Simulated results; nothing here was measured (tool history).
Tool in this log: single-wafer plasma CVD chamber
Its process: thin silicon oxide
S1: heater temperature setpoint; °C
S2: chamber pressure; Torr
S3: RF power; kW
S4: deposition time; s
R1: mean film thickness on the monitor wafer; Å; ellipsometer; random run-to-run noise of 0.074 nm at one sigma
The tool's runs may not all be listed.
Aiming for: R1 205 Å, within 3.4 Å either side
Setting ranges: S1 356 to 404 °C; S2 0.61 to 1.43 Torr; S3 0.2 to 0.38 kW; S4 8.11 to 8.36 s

run 1 hour=0 | S1=380 S2=1.02 S3=0.29 S4=8.11 | R1=180.22
run 2 hour=0.7 | S1=380 S2=1.06 S3=0.29 S4=8.11 | R1=185.38
run 3 hour=9.3 | S1=380 S2=1.06 S3=0.29 S4=8.36 | R1=191.1
run 4 hour=17.9 | S1=380 S2=1.08 S3=0.29 S4=8.36 | R1=195.2
run 5 hour=22.7 | S1=389 S2=1.08 S3=0.29 S4=8.36 | R1=193.63
run 6 hour=23.2 | S1=389 S2=1.1 S3=0.29 S4=8.36 | R1=197.15
run 7 hour=30.8 | S1=389 S2=1.11 S3=0.29 S4=8.36 | R1=197.16
run 8 hour=37.7 | S1=389 S2=1.12 S3=0.29 S4=8.36 | R1=199.02

Exactly one of the 4 candidate moves below puts every result within its allowed miss. Which one?
run A hour=44.6 | S1=393 S2=1.09 S3=0.295 S4=8.27 | R1=?
run B hour=44.6 | S1=384 S2=1.21 S3=0.275 S4=8.11 | R1=?
run C hour=44.6 | S1=400 S2=1.24 S3=0.275 S4=8.36 | R1=?
run D hour=44.6 | S1=380 S2=0.98 S3=0.335 S4=8.11 | R1=?

move=A R1=194.96
move=B R1=197.76
move=C R1=204.48
move=D R1=188.17
A: misses by more than the last run did
B: misses by more than the last run did
C: all results land within tolerance of their targets
D: misses by more than the last run did
Answer: C

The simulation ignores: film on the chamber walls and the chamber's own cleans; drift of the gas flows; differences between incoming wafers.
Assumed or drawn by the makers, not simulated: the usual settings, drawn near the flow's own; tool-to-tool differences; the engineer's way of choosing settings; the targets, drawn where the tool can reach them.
